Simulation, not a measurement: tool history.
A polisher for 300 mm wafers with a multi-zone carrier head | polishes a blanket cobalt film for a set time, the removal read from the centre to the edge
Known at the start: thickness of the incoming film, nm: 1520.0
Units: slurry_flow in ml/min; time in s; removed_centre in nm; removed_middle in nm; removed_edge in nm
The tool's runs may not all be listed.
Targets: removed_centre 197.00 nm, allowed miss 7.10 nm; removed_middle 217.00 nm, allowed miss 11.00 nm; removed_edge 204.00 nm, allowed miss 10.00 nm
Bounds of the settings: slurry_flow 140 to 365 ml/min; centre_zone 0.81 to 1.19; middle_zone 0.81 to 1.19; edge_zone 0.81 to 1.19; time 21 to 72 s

run,day,slurry_flow,centre_zone,middle_zone,edge_zone,time,removed_centre,removed_middle,removed_edge
1,0.000,235,1.00,1.00,1.00,46,325.22,325.24,327.60
2,0.312,235,0.99,1.00,0.99,44,308.89,325.84,312.27
3,0.604,235,0.99,0.99,0.99,42,292.08,298.99,309.16
4,0.967,230,1.00,1.00,0.98,40,276.10,295.88,282.60
5,1.250,225,1.00,0.99,0.97,39,268.99,278.07,272.76
6,1.308,225,1.00,0.99,0.93,39,270.59,275.54,272.47
7,1.342,230,0.96,1.05,0.92,26,172.73,193.01,180.83
8,1.638,230,0.97,1.05,0.93,26,177.62,192.87,177.98
9,1.854,230,0.97,1.05,0.94,26,176.52,194.94,177.74
10,2.192,230,0.96,1.04,0.95,28,191.41,205.63,192.59
11,2.242,230,0.95,1.04,0.95,28,185.35,208.80,196.99

4 next moves are on the table. One of them brings every result within its allowed miss. Which?
A,2.292,235,0.92,1.07,0.92,33,?,?,?
B,2.292,195,0.93,1.00,0.85,31,?,?,?
C,2.292,195,1.05,1.00,1.11,28,?,?,?
D,2.292,230,0.89,1.07,0.99,28,?,?,?

move,removed_centre,removed_middle,removed_edge
A,216.16,252.69,231.57
B,199.73,220.12,207.96
C,199.19,198.66,208.50
D,178.11,213.89,201.78
A: takes the result that was furthest off past its target
B: meets every target
C: brings the result that was furthest off to its target, and leaves another outside
D: further off than the last run
The right move is B.
